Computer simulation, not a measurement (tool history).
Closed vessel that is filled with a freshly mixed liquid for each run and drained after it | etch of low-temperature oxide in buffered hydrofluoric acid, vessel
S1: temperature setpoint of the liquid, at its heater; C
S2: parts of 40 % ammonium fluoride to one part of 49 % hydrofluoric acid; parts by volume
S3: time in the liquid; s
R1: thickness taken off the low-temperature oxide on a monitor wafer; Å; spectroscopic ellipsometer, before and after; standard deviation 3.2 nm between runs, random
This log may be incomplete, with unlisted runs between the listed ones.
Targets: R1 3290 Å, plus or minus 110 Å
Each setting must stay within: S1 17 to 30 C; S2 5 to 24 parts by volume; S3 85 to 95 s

run  hour    S1    S2  S3      R1
  1     0    22  14.5  85    2854
  2   3.3    22    17  85  2477.6
  3   5.2    23    17  85  2573.5
  4    14    23    17  85  2556.2
  5  19.5    23  20.5  85  2138.6
  6  23.3    24    20  85  2288.4
  7  28.5    25  19.5  85  2508.8
  8  35.9    26  19.5  85    2634
  9  44.6  26.5  19.5  85  2742.2
 10    49    27  19.5  85  2769.6
 11  57.7    27  19.5  85  2817.5
 12  63.6  27.5  19.5  85  2893.8
 13  72.6    28  19.5  85  2934.6
 14  80.6  28.5  19.5  85  3054.9
 15  88.4    29  19.5  85  3060.5

Which single option among these 4 for the next run brings every result within its allowed miss of target? Just one does.
  A  96.2    23  18.5  95   ?
  B  96.2  29.5    20  90   ?
  C  96.2    28  20.5  85   ?
  D  96.2    28    19  85   ?

move      R1
   A  2646.2
   B  3297.1
   C    2827
   D  3024.1
A: its largest miss is bigger than the last run's
B: meets every target
C: its largest miss is bigger than the last run's
D: its largest miss is bigger than the last run's
B is the move that brings every result within its allowed miss.

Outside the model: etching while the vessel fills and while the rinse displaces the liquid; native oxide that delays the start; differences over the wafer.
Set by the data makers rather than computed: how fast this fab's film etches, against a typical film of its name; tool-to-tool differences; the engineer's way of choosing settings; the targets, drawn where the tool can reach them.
